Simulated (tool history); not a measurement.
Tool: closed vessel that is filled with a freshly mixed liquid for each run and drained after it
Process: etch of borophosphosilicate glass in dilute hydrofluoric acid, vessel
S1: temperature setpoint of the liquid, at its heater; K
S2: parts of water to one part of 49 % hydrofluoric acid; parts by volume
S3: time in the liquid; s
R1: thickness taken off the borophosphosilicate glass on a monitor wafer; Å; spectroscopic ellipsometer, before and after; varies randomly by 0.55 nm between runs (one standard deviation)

run	hour	S1	S2	S3	R1
1	0.0	296.15	40	35	505.20
2	6.3	298.65	35	35	640.45
3	12.4	300.15	35	35	682.10
4	19.2	301.65	35	35	721.48
5	21.6	302.15	35	35	733.55
6	22.5	302.65	35	35	745.30

What will run 7 give?
7	24.1	303.15	35	35	?

R1: 777.46 Å
